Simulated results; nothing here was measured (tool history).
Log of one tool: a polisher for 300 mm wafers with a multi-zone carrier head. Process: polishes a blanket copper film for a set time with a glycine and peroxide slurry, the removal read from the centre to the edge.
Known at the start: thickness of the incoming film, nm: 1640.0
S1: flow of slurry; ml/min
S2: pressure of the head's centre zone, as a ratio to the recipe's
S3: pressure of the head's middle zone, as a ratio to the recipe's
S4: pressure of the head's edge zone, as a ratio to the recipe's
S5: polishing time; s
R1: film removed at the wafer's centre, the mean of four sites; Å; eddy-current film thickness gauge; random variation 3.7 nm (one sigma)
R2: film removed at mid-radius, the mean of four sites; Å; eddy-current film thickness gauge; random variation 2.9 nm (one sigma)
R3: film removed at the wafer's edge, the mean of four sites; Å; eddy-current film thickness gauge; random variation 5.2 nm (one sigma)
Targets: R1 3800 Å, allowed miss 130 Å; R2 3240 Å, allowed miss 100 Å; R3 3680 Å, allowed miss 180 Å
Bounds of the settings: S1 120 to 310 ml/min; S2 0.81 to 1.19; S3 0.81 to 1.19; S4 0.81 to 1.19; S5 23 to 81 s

| run | hour | S1 | S2 | S3 | S4 | S5 | R1 | R2 | R3 |
|---|---|---|---|---|---|---|---|---|---|
| 1 | 0 | 200 | 1 | 1 | 1 | 52 | 2731.3 | 2654.3 | 2738.2 |
| 2 | 4 | 205 | 1.01 | 1 | 1.02 | 53 | 2836.7 | 2760.1 | 2753.7 |
| 3 | 8 | 195 | 1.01 | 0.98 | 1.02 | 55 | 2842.2 | 2807.8 | 2953.9 |
| 4 | 14.2 | 195 | 1.01 | 0.98 | 1.05 | 55 | 2892.9 | 2783.4 | 2987.8 |
| 5 | 19 | 195 | 1.02 | 0.98 | 1.06 | 56 | 2953.2 | 2802.2 | 3054.3 |
| 6 | 20.8 | 165 | 1.02 | 0.98 | 1.06 | 56 | 2914.4 | 2817 | 3058.9 |
| 7 | 27.4 | 165 | 1.04 | 0.98 | 1.07 | 57 | 3024.5 | 2832.6 | 3110.8 |
| 8 | 29.2 | 165 | 1.05 | 0.98 | 1.08 | 58 | 3103.5 | 2918.7 | 3106.5 |
| 9 | 33.8 | 220 | 1.09 | 0.88 | 1.17 | 66 | 3719.3 | 3098.2 | 3826.1 |

Which of these 4 next moves meets every target?
| A | 38.4 | 210 | 0.94 | 0.89 | 1.19 | 71 | ? | ? | ? |
| B | 38.4 | 205 | 1.03 | 0.81 | 1.19 | 71 | ? | ? | ? |
| C | 38.4 | 235 | 1.09 | 0.87 | 1.17 | 63 | ? | ? | ? |
| D | 38.4 | 235 | 1.13 | 0.95 | 1.15 | 64 | ? | ? | ? |

| move | R1 | R2 | R3 |
|---|---|---|---|
| A | 3562.2 | 3348.4 | 4061.6 |
| B | 3825.1 | 3090.3 | 4058.4 |
| C | 3613.4 | 2947 | 3603.1 |
| D | 3784.7 | 3220.4 | 3623.8 |
A: takes the result that was furthest off past its target
B: further off than the last run
C: further off than the last run
D: meets every target
Move D is the one to make.

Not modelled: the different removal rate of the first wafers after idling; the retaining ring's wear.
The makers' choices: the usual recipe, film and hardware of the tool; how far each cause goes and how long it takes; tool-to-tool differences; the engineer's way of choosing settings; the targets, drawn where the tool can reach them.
